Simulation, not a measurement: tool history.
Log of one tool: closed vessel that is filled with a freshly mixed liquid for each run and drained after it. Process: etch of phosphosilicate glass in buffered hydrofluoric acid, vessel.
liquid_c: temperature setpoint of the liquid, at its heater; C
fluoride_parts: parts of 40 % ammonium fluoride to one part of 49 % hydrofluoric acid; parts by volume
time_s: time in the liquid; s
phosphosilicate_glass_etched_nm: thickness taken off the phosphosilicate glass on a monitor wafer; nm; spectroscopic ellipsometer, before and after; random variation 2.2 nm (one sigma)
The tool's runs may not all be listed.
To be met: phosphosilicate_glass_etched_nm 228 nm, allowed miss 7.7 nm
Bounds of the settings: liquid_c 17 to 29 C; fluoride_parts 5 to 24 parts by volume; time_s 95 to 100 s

run	hour	liquid_c	fluoride_parts	time_s	phosphosilicate_glass_etched_nm
1	0	21	14.5	95	284.53
2	6.1	21	12	95	342.06
3	14.7	20.5	12.5	95	321.66
4	23.4	20.5	12.5	100	344.67
5	32.3	20.5	12.5	100	337.11
6	39.6	20.5	14.5	100	295.15
7	47.7	20	14.5	100	287.11
8	54.7	19.5	14.5	100	275.08
# hour 60.3: hydrofluoric acid flow meter replaced
9	60.3	19	14.5	100	295
10	66.6	19	15	100	288.98
11	75.4	19	15.5	100	277.37
12	80.2	19	16	100	268.2
13	83.8	18.5	16.5	100	256.53
14	86.3	18.5	17	100	246.72

4 next moves are on the table. One of them brings every result within its allowed miss. Which?
A	88.8	17	13	95	?
B	88.8	17.5	16.5	95	?
C	88.8	19	16	95	?
D	88.8	19	16.5	100	?

move	phosphosilicate_glass_etched_nm
A	279.98
B	227.86
C	255.75
D	261.16
A: further off than the last run
B: meets every target
C: further off than the last run
D: further off than the last run
The right move is B.

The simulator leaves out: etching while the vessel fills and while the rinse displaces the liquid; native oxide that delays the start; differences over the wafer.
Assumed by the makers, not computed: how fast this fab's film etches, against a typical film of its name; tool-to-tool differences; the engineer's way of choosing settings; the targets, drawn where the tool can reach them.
